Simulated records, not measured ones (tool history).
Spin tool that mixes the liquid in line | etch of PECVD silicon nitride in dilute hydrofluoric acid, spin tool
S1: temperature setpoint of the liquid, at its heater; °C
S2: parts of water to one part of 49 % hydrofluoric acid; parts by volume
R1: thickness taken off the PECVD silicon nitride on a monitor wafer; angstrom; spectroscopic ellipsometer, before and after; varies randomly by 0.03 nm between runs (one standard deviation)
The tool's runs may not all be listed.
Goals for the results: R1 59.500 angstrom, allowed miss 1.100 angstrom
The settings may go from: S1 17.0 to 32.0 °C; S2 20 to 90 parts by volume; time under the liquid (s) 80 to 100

{"run": 1, "hour": 0.0, "S1": 24.0, "S2": 50, "time under the liquid (s)": 100, "R1": 37.824}
{"run": 2, "hour": 0.7, "S1": 25.5, "S2": 50, "time under the liquid (s)": 100, "R1": 41.882}
{"run": 3, "hour": 7.1, "S1": 27.5, "S2": 50, "time under the liquid (s)": 100, "R1": 47.499}
{"run": 4, "hour": 8.2, "S1": 28.5, "S2": 50, "time under the liquid (s)": 100, "R1": 50.672}
{"run": 5, "hour": 15.3, "S1": 29.0, "S2": 50, "time under the liquid (s)": 100, "R1": 52.812}
{"run": 6, "hour": 18.7, "S1": 29.5, "S2": 50, "time under the liquid (s)": 100, "R1": 54.771}
{"run": 7, "hour": 27.5, "S1": 30.0, "S2": 50, "time under the liquid (s)": 100, "R1": 55.507}
{"run": 8, "hour": 36.1, "S1": 30.5, "S2": 50, "time under the liquid (s)": 100, "R1": 57.942}

Exactly one of the 4 candidate moves below puts every result within its allowed miss. Which one?
{"run": "A", "hour": 44.7, "S1": 32.0, "S2": 50, "time under the liquid (s)": 90, "R1": "?"}
{"run": "B", "hour": 44.7, "S1": 31.0, "S2": 50, "time under the liquid (s)": 95, "R1": "?"}
{"run": "C", "hour": 44.7, "S1": 32.0, "S2": 55, "time under the liquid (s)": 95, "R1": "?"}
{"run": "D", "hour": 44.7, "S1": 31.0, "S2": 40, "time under the liquid (s)": 80, "R1": "?"}

move=A R1=57.312
move=B R1=56.758
move=C R1=55.025
move=D R1=59.585
A: misses by more than the last run did
B: misses by more than the last run did
C: misses by more than the last run did
D: meets every target
Go with D: it meets all targets.
